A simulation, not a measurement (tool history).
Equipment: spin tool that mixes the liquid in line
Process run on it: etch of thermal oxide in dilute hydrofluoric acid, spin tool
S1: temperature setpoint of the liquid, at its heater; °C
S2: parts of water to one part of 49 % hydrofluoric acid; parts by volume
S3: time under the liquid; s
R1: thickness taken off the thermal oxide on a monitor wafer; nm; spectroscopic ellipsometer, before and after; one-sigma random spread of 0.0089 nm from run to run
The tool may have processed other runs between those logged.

run  hour    S1   S2  S3      R1
  1     0    25  185  90  1.9692
  2   3.2    25  185  90  1.9949
  3   7.5  22.5  190  90   1.733
  4  11.3  22.5  190  90  1.7366
  5    18  20.5  190  90  1.5967
  6    22    24  190  90  1.8356
     23.3  -- hydrofluoric acid flow meter replaced
  7  23.3  21.5  190  90  1.7769

Predict the results of run 8:
  8  31.1  20.5  200  90   ?

R1: 1.6273 nm
